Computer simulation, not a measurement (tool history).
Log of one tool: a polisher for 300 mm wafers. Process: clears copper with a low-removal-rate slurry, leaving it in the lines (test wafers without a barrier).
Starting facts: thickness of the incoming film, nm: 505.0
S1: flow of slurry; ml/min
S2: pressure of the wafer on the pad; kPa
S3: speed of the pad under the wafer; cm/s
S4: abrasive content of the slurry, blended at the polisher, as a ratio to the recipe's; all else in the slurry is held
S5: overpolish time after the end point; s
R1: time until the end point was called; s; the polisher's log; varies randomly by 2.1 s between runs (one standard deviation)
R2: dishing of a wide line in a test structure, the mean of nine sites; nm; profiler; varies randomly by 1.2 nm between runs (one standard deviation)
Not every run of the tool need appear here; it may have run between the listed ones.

run,hour,S1,S2,S3,S4,S5,R1,R2
1,0,195,25.5,128,1,29,102.82,82.511
2,3,195,25.5,104,1,29,115.25,75.943
3,10.7,195,31.7,104,1,29,92.181,89.93
4,15.1,230,31.7,104,1,29,89.704,89.013
5,19.1,195,31.7,104,1,29,92.652,89.073
6,19.7,195,31.7,122,1,29,84.692,94.97
7,22.9,185,24.8,112,1,43,113.05,95.064

What does the tool deliver on the next run?
8,25.6,180,22.8,110,1,45,?,?

Run 8 measured R1 122.78 s, R2 93.448 nm.
